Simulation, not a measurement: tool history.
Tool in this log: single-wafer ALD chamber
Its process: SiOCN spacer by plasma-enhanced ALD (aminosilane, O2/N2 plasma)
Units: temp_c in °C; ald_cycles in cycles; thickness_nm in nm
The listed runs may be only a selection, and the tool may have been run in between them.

{"run": 1, "hour": 0.0, "temp_c": 405, "ald_cycles": 49, "thickness_nm": 2.929}
{"run": 2, "hour": 4.9, "temp_c": 405, "ald_cycles": 54, "thickness_nm": 3.264}
{"run": 3, "hour": 8.7, "temp_c": 401, "ald_cycles": 54, "thickness_nm": 3.2553}
{"run": 4, "hour": 17.7, "temp_c": 401, "ald_cycles": 58, "thickness_nm": 3.518}
{"run": 5, "hour": 22.5, "temp_c": 394, "ald_cycles": 58, "thickness_nm": 3.526}
{"run": 6, "hour": 30.8, "temp_c": 394, "ald_cycles": 55, "thickness_nm": 3.3369}
{"run": 7, "hour": 32.0, "temp_c": 406, "ald_cycles": 47, "thickness_nm": 2.8444}
{"run": 8, "hour": 33.3, "temp_c": 406, "ald_cycles": 45, "thickness_nm": 2.7155}
{"run": 9, "hour": 40.0, "temp_c": 406, "ald_cycles": 44, "thickness_nm": 2.663}

Predict the results of run 10:
{"run": 10, "hour": 43.6, "temp_c": 406, "ald_cycles": 43, "thickness_nm": "?"}

Logged for run 10: thickness_nm 2.5943 nm.
